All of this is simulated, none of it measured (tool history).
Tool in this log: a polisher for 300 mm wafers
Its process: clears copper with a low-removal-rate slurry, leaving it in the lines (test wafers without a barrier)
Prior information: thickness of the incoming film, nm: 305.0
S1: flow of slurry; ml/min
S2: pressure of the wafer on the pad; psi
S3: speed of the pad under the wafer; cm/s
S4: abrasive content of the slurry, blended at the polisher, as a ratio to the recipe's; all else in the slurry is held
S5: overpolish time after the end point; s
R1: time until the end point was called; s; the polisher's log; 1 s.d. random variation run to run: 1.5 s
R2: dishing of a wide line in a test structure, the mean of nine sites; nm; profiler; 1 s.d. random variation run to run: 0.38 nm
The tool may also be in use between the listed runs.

run,hour,S1,S2,S3,S4,S5,R1,R2
1,0,240,2.3,84,1,12,167.3,17.982
2,4,240,2.7,84,1,12,146.47,20.328
3,7,240,2.7,72,1,12,165.2,17.242
4,15.1,300,2.7,72,1,12,165.51,17.581
5,17.6,300,3,72,1,12,150.33,19.14
6,25.3,300,2.5,72,1,12,173.97,17.492
# hour 28: slurry nozzle cleaned
7,28,305,3.1,76,1,7,131.09,13.823

What will run 8 give?
8,29.4,305,3.1,76,1,7,?,?

{"run 8": {"R1": 131.17, "R2": 13.753}}
